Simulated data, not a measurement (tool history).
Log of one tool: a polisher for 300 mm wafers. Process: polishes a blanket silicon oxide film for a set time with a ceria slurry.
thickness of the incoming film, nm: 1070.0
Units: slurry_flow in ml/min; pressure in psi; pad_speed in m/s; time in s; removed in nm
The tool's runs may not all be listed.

run,hour,slurry_flow,pressure,pad_speed,time,removed
1,0.0,215,2.3,1.04,42,136.23
2,2.9,215,2.3,1.04,39,123.16
3,6.6,195,2.3,1.04,39,126.42
4,15.4,195,2.2,1.04,39,121.68
5,23.6,195,2.1,1.04,39,116.53
6,31.0,195,2.1,0.84,39,100.55

The next listed run, before its measurement:
7,39.7,195,2.2,0.84,39,?

{"run 7": {"removed": 102.54}}
